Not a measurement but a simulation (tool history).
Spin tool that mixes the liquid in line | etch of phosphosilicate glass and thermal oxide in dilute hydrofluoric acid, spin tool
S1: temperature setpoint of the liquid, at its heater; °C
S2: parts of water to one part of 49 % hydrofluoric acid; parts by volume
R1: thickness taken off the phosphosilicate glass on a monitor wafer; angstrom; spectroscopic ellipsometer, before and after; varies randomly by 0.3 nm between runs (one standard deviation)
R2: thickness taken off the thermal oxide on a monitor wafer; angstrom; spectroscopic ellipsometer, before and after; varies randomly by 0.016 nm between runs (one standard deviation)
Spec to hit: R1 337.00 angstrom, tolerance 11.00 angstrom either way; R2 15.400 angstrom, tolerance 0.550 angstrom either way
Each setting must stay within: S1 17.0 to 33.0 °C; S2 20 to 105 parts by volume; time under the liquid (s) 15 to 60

{"run": 1, "hour": 0.0, "S1": 25.0, "S2": 55, "time under the liquid (s)": 30, "R1": 584.94, "R2": 26.817}
{"run": 2, "hour": 7.3, "S1": 25.0, "S2": 55, "time under the liquid (s)": 15, "R1": 292.34, "R2": 13.744}
{"run": 3, "hour": 15.8, "S1": 25.0, "S2": 55, "time under the liquid (s)": 15, "R1": 292.22, "R2": 13.523}
{"run": 4, "hour": 23.3, "S1": 25.5, "S2": 55, "time under the liquid (s)": 15, "R1": 303.14, "R2": 13.707}
{"run": 5, "hour": 27.0, "S1": 25.5, "S2": 55, "time under the liquid (s)": 15, "R1": 298.57, "R2": 13.484}
{"run": 6, "hour": 28.1, "S1": 25.5, "S2": 55, "time under the liquid (s)": 15, "R1": 299.12, "R2": 13.85}
{"run": 7, "hour": 32.2, "S1": 26.0, "S2": 55, "time under the liquid (s)": 15, "R1": 307.63, "R2": 14.047}
{"run": 8, "hour": 33.2, "S1": 26.5, "S2": 55, "time under the liquid (s)": 15, "R1": 313.08, "R2": 14.512}
{"run": 9, "hour": 41.7, "S1": 27.0, "S2": 55, "time under the liquid (s)": 15, "R1": 324.5, "R2": 14.479}
{"run": 10, "hour": 48.6, "S1": 26.5, "S2": 50, "time under the liquid (s)": 15, "R1": 356.15, "R2": 15.948}

Of the 4 settings listed for the next run, only one would bring every result within its allowed miss of target. Which one?
{"run": "A", "hour": 55.5, "S1": 25.5, "S2": 55, "time under the liquid (s)": 15, "R1": "?", "R2": "?"}
{"run": "B", "hour": 55.5, "S1": 31.0, "S2": 65, "time under the liquid (s)": 15, "R1": "?", "R2": "?"}
{"run": "C", "hour": 55.5, "S1": 25.5, "S2": 50, "time under the liquid (s)": 15, "R1": "?", "R2": "?"}
{"run": "D", "hour": 55.5, "S1": 29.0, "S2": 80, "time under the liquid (s)": 20, "R1": "?", "R2": "?"}

move=A R1=303.52 R2=13.970
move=B R1=314.43 R2=14.473
move=C R1=336.16 R2=15.473
move=D R1=308.50 R2=14.200
A: takes the biggest miss from the last run beyond its target
B: takes the biggest miss from the last run beyond its target
C: hits every target within its allowed miss
D: takes the biggest miss from the last run beyond its target
C is the move that brings every result within its allowed miss.

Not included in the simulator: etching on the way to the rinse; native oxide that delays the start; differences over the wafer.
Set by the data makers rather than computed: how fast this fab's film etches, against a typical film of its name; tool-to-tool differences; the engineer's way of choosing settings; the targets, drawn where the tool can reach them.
